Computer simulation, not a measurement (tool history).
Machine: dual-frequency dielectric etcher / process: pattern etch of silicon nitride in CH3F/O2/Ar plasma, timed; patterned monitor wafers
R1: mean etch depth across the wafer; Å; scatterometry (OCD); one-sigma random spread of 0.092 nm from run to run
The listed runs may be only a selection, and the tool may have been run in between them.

run 1 hour=0.0 | source_power_(kW)=0.360 bias_power_(kW)=0.086 etch_time_(s)=49.5 | R1=349.04
run 2 hour=1.2 | source_power_(kW)=0.360 bias_power_(kW)=0.094 etch_time_(s)=49.5 | R1=365.26
run 3 hour=5.1 | source_power_(kW)=0.400 bias_power_(kW)=0.094 etch_time_(s)=49.5 | R1=377.25
run 4 hour=13.0 | source_power_(kW)=0.400 bias_power_(kW)=0.082 etch_time_(s)=49.5 | R1=350.74
run 5 hour=14.7 | source_power_(kW)=0.360 bias_power_(kW)=0.077 etch_time_(s)=49.5 | R1=330.71
run 6 hour=17.7 | source_power_(kW)=0.330 bias_power_(kW)=0.077 etch_time_(s)=49.5 | R1=326.10

Run 7 comes next. What will it give?
run 7 hour=20.7 | source_power_(kW)=0.310 bias_power_(kW)=0.073 etch_time_(s)=49.5 | R1=?

Run 7 yielded R1 311.22 Å.
